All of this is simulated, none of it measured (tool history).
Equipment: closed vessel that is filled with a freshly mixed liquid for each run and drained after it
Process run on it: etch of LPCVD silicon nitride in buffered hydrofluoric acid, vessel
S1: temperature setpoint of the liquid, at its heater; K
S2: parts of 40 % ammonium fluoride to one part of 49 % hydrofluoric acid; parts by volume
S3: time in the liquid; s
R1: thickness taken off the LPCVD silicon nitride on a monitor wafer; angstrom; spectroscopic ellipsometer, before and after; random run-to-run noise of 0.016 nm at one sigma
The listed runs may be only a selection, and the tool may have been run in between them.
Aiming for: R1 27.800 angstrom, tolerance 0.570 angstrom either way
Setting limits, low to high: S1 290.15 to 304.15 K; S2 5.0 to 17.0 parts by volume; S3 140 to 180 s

run 1 day=0.000 | S1=296.15 S2=10.5 S3=180 | R1=20.219
run 2 day=0.250 | S1=296.15 S2=10.5 S3=140 | R1=15.605
run 3 day=0.329 | S1=299.65 S2=10.5 S3=140 | R1=18.794
run 4 day=0.500 | S1=299.65 S2=12.0 S3=140 | R1=16.642
run 5 day=0.654 | S1=301.15 S2=10.5 S3=140 | R1=20.619
run 6 day=0.875 | S1=302.15 S2=10.0 S3=140 | R1=22.658
run 7 day=1.017 | S1=302.65 S2=9.5 S3=140 | R1=24.117
run 8 day=1.362 | S1=303.15 S2=9.0 S3=140 | R1=25.419
run 9 day=1.571 | S1=303.65 S2=9.0 S3=140 | R1=26.338
run 10 day=1.621 | S1=304.15 S2=9.0 S3=140 | R1=26.942
run 11 day=1.788 | S1=304.15 S2=9.0 S3=140 | R1=26.872
run 12 day=2.146 | S1=304.15 S2=8.5 S3=140 | R1=28.588

Next run, 4 choices. One meets every target within its allowed miss, the rest don't. Which?
run A day=2.504 | S1=301.65 S2=9.5 S3=170 | R1=?
run B day=2.504 | S1=303.15 S2=9.0 S3=165 | R1=?
run C day=2.504 | S1=302.15 S2=7.5 S3=140 | R1=?
run D day=2.504 | S1=303.65 S2=8.5 S3=150 | R1=?

move=A R1=27.450
move=B R1=29.827
move=C R1=29.250
move=D R1=29.614
A: hits every target within its allowed miss
B: moves away from the targets compared with the last run
C: moves away from the targets compared with the last run
D: moves away from the targets compared with the last run
A meets every target.

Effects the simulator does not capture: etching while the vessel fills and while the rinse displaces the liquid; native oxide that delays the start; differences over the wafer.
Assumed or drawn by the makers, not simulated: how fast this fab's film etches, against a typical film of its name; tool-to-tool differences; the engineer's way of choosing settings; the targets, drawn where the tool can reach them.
